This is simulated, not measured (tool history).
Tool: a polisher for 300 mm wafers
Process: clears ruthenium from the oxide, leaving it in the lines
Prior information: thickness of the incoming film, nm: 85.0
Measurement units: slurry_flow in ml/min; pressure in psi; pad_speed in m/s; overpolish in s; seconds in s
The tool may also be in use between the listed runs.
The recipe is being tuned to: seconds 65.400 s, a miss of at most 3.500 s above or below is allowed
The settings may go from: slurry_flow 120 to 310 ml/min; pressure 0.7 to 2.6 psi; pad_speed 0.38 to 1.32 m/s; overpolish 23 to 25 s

run 1 day=0.000 | slurry_flow=200 pressure=1.6 pad_speed=0.84 overpolish=23 | seconds=106.540
run 2 day=0.304 | slurry_flow=200 pressure=1.2 pad_speed=0.84 overpolish=23 | seconds=145.340
run 3 day=0.671 | slurry_flow=165 pressure=1.2 pad_speed=0.84 overpolish=23 | seconds=145.490
run 4 day=0.867 | slurry_flow=165 pressure=1.2 pad_speed=0.84 overpolish=25 | seconds=147.900
run 5 day=1.225 | slurry_flow=165 pressure=1.4 pad_speed=0.84 overpolish=25 | seconds=126.140
run 6 day=1.575 | slurry_flow=165 pressure=1.5 pad_speed=0.84 overpolish=25 | seconds=117.240
run 7 day=1.750 | slurry_flow=165 pressure=1.6 pad_speed=0.84 overpolish=25 | seconds=109.570
run 8 day=1.800 | slurry_flow=165 pressure=1.7 pad_speed=0.84 overpolish=25 | seconds=105.280
run 9 day=2.042 | slurry_flow=165 pressure=1.8 pad_speed=0.84 overpolish=25 | seconds=99.751

Pick the move, out of 4, that brings all results within their allowed miss; only one does.
run A day=2.283 | slurry_flow=155 pressure=2.1 pad_speed=0.92 overpolish=25 | seconds=?
run B day=2.283 | slurry_flow=140 pressure=2.0 pad_speed=0.98 overpolish=25 | seconds=?
run C day=2.283 | slurry_flow=185 pressure=2.1 pad_speed=1.08 overpolish=23 | seconds=?
run D day=2.283 | slurry_flow=150 pressure=1.6 pad_speed=0.74 overpolish=24 | seconds=?

move=A seconds=78.623
move=B seconds=78.703
move=C seconds=65.684
move=D seconds=127.130
A: gains on the last run, yet a result remains outside its allowed miss
B: gains on the last run, yet a result remains outside its allowed miss
C: every result lands within tolerance
D: misses by more than the last run did
Move C is the one to make.

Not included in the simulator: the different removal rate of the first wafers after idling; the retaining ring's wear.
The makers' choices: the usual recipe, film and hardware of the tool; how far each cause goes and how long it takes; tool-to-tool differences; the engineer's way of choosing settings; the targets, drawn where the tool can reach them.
